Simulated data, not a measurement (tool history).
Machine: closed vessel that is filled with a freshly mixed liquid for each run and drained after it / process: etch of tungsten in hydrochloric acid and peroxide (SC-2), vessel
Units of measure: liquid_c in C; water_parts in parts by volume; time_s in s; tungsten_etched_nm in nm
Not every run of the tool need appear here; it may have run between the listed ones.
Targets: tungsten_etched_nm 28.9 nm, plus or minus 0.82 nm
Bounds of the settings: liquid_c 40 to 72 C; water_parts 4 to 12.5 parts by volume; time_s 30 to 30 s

run 1 hour=0 | liquid_c=56 water_parts=7 time_s=30 | tungsten_etched_nm=18.528
run 2 hour=2.4 | liquid_c=56.5 water_parts=7 time_s=30 | tungsten_etched_nm=19.369
run 3 hour=8.7 | liquid_c=57 water_parts=7 time_s=30 | tungsten_etched_nm=19.953
run 4 hour=16 | liquid_c=57.5 water_parts=7 time_s=30 | tungsten_etched_nm=20.519
run 5 hour=22.5 | liquid_c=58 water_parts=7 time_s=30 | tungsten_etched_nm=21.337
run 6 hour=28.2 | liquid_c=58.5 water_parts=7 time_s=30 | tungsten_etched_nm=21.487
run 7 hour=30.9 | liquid_c=59 water_parts=7 time_s=30 | tungsten_etched_nm=22.686
run 8 hour=38.4 | liquid_c=59.5 water_parts=7 time_s=30 | tungsten_etched_nm=23.613
run 9 hour=39.5 | liquid_c=60 water_parts=7 time_s=30 | tungsten_etched_nm=24.071
run 10 hour=45.3 | liquid_c=60.5 water_parts=7 time_s=30 | tungsten_etched_nm=24.597
run 11 hour=49.6 | liquid_c=61 water_parts=7 time_s=30 | tungsten_etched_nm=25.528
run 12 hour=57.1 | liquid_c=62 water_parts=7 time_s=30 | tungsten_etched_nm=27.408
run 13 hour=61 | liquid_c=62.5 water_parts=7 time_s=30 | tungsten_etched_nm=28.197
-- hour=65 chemicals flow meter replaced
run 14 hour=65 | liquid_c=63 water_parts=7 time_s=30 | tungsten_etched_nm=32.304
run 15 hour=72 | liquid_c=62 water_parts=7 time_s=30 | tungsten_etched_nm=29.641

Below are 4 possible settings for the next run. Only one of them brings all results inside the allowed miss of their targets. Which is it?
run A hour=79 | liquid_c=63 water_parts=7.5 time_s=30 | tungsten_etched_nm=?
run B hour=79 | liquid_c=62 water_parts=6.5 time_s=30 | tungsten_etched_nm=?
run C hour=79 | liquid_c=58.5 water_parts=5 time_s=30 | tungsten_etched_nm=?
run D hour=79 | liquid_c=62.5 water_parts=7.5 time_s=30 | tungsten_etched_nm=?

move=A tungsten_etched_nm=30.515
move=B tungsten_etched_nm=32.061
move=C tungsten_etched_nm=31.266
move=D tungsten_etched_nm=29.588
A: moves away from the targets compared with the last run
B: moves away from the targets compared with the last run
C: moves away from the targets compared with the last run
D: meets every target
Answer: D
